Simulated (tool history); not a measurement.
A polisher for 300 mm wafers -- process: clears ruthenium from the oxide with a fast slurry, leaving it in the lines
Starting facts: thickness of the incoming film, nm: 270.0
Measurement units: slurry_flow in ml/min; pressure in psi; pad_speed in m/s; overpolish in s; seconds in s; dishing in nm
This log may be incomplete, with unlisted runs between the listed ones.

{"run": 1, "hour": 0.0, "slurry_flow": 180, "pressure": 3.1, "pad_speed": 0.94, "slurry_solids": 1.0, "overpolish": 16, "seconds": 57.154, "dishing": 55.45}
{"run": 2, "hour": 7.9, "slurry_flow": 180, "pressure": 3.1, "pad_speed": 0.84, "slurry_solids": 1.0, "overpolish": 16, "seconds": 61.515, "dishing": 49.354}
{"run": 3, "hour": 15.3, "slurry_flow": 205, "pressure": 3.1, "pad_speed": 0.84, "slurry_solids": 1.0, "overpolish": 16, "seconds": 60.694, "dishing": 49.374}
{"run": 4, "hour": 23.3, "slurry_flow": 205, "pressure": 3.1, "pad_speed": 0.84, "slurry_solids": 1.15, "overpolish": 16, "seconds": 59.646, "dishing": 53.794}
{"run": 5, "hour": 25.8, "slurry_flow": 215, "pressure": 2.6, "pad_speed": 0.72, "slurry_solids": 0.95, "overpolish": 13, "seconds": 84.985, "dishing": 31.569}
{"run": 6, "hour": 32.1, "slurry_flow": 235, "pressure": 2.3, "pad_speed": 0.64, "slurry_solids": 0.8, "overpolish": 11, "seconds": 106.53, "dishing": 20.701}
{"run": 7, "hour": 32.8, "slurry_flow": 250, "pressure": 2.1, "pad_speed": 0.58, "slurry_solids": 0.7, "overpolish": 9, "seconds": 139.11, "dishing": 14.359}
{"run": 8, "hour": 38.9, "slurry_flow": 260, "pressure": 2.1, "pad_speed": 0.54, "slurry_solids": 0.65, "overpolish": 8, "seconds": 154.53, "dishing": 11.085}
{"run": 9, "hour": 43.9, "slurry_flow": 265, "pressure": 2.3, "pad_speed": 0.5, "slurry_solids": 0.6, "overpolish": 7, "seconds": 165.92, "dishing": 9.056}
{"run": 10, "hour": 48.2, "slurry_flow": 270, "pressure": 2.5, "pad_speed": 0.48, "slurry_solids": 0.6, "overpolish": 6, "seconds": 160.87, "dishing": 7.915}
{"run": 11, "hour": 55.4, "slurry_flow": 270, "pressure": 2.6, "pad_speed": 0.46, "slurry_solids": 0.6, "overpolish": 6, "seconds": 159.04, "dishing": 8.0539}
{"run": 12, "hour": 61.0, "slurry_flow": 270, "pressure": 2.7, "pad_speed": 0.44, "slurry_solids": 0.6, "overpolish": 6, "seconds": 159.01, "dishing": 8.1035}
{"run": 13, "hour": 68.3, "slurry_flow": 275, "pressure": 2.8, "pad_speed": 0.44, "slurry_solids": 0.6, "overpolish": 6, "seconds": 157.78, "dishing": 8.1035}
{"run": 14, "hour": 71.0, "slurry_flow": 275, "pressure": 2.9, "pad_speed": 0.44, "slurry_solids": 0.6, "overpolish": 6, "seconds": 153.32, "dishing": 8.8863}
{"run": 15, "hour": 78.4, "slurry_flow": 275, "pressure": 2.0, "pad_speed": 0.7, "slurry_solids": 0.65, "overpolish": 5, "seconds": 123.4, "dishing": 8.6669}
{"run": 16, "hour": 80.5, "slurry_flow": 275, "pressure": 1.4, "pad_speed": 0.6, "slurry_solids": 0.65, "overpolish": 5, "seconds": 187.03, "dishing": 5.827}
{"run": 17, "hour": 85.9, "slurry_flow": 275, "pressure": 1.5, "pad_speed": 0.6, "slurry_solids": 0.65, "overpolish": 5, "seconds": 175.22, "dishing": 6.1088}
{"run": 18, "hour": 92.9, "slurry_flow": 275, "pressure": 1.8, "pad_speed": 0.6, "slurry_solids": 0.65, "overpolish": 6, "seconds": 156.45, "dishing": 8.263}
{"run": 19, "hour": 101.5, "slurry_flow": 280, "pressure": 1.8, "pad_speed": 0.6, "slurry_solids": 0.6, "overpolish": 6, "seconds": 159.12, "dishing": 8.2188}

What will run 20 give?
{"run": 20, "hour": 107.5, "slurry_flow": 280, "pressure": 1.8, "pad_speed": 0.6, "slurry_solids": 0.65, "overpolish": 6, "seconds": "?", "dishing": "?"}

Run 20 came out at seconds 153.920 s, dishing 8.2680 nm.

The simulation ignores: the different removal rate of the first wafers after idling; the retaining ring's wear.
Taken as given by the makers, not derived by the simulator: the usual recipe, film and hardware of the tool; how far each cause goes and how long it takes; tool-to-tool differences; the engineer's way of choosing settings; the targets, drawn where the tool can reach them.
